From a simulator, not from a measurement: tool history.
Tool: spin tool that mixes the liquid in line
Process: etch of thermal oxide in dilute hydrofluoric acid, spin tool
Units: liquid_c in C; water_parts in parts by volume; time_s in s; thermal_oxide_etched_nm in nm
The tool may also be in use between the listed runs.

Run 1, hour 0.0: liquid_c 21.0 C, water_parts 180 parts by volume, time_s 270 s. Result: thermal_oxide_etched_nm 5.0034 nm.
Run 2, hour 5.5: liquid_c 21.0 C, water_parts 180 parts by volume, time_s 270 s. Result: thermal_oxide_etched_nm 4.9752 nm.
Run 3, hour 7.7: liquid_c 21.0 C, water_parts 120 parts by volume, time_s 270 s. Result: thermal_oxide_etched_nm 8.0440 nm.
Run 4, hour 15.1: liquid_c 20.0 C, water_parts 140 parts by volume, time_s 270 s. Result: thermal_oxide_etched_nm 6.4276 nm.
Run 5, hour 22.6: liquid_c 19.0 C, water_parts 150 parts by volume, time_s 270 s. Result: thermal_oxide_etched_nm 5.7732 nm.
Run 6, hour 30.4: liquid_c 18.5 C, water_parts 160 parts by volume, time_s 270 s. Result: thermal_oxide_etched_nm 5.2198 nm.
Run 7, hour 33.9: liquid_c 18.5 C, water_parts 160 parts by volume, time_s 270 s. Result: thermal_oxide_etched_nm 5.1929 nm.
Run 8, hour 37.6: liquid_c 18.0 C, water_parts 165 parts by volume, time_s 270 s. Result: thermal_oxide_etched_nm 4.9188 nm.

Predict the results of run 9:
Run 9, hour 45.6: liquid_c 17.5 C, water_parts 170 parts by volume, time_s 270 s. Result: thermal_oxide_etched_nm ?.

Run 9 yielded thermal_oxide_etched_nm 4.6879 nm.
